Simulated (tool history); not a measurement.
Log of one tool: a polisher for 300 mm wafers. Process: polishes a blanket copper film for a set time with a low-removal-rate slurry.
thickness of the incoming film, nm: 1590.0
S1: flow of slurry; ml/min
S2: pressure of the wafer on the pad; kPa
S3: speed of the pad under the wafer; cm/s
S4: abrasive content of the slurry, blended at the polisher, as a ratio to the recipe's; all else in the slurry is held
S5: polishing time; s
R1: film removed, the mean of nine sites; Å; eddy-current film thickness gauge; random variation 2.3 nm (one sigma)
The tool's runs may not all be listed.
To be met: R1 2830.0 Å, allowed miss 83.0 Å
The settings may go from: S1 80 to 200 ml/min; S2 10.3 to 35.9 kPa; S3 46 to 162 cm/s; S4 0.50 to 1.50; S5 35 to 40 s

run  hour   S1    S2   S3    S4  S5      R1
  1   0.0  130  22.8  104  1.00  40  1322.3
  2   4.0  135  25.5  106  1.00  40  1503.8
  3   6.6  120  25.5  106  1.00  40  1493.4
  4   8.6  120  25.5  106  1.00  40  1477.1
  5  16.8  120  25.5  106  1.00  35  1315.3
  6  17.6  130  27.6  112  1.00  35  1484.3
  7  25.8  130  29.6  122  1.00  35  1769.6
  8  29.8  130  31.0  128  1.00  35  1916.6
  9  30.9  165  35.9  152  1.00  35  2711.1
 10  32.5  165  35.9  154  1.00  35  2724.0

4 next moves are on the table. One of them brings every result within its allowed miss. Which?
  A  34.1  160  35.9  162  1.05  36   ?
  B  34.1  200  33.1  162  0.90  37   ?
  C  34.1  190  35.2  162  1.10  37   ?
  D  34.1  170  35.9  148  1.10  39   ?

move      R1
   A  2977.8
   B  2860.4
   C  3111.9
   D  3006.7
A: takes the result that was furthest off past its target
B: meets every target
C: takes the result that was furthest off past its target
D: takes the result that was furthest off past its target
The right move is B.
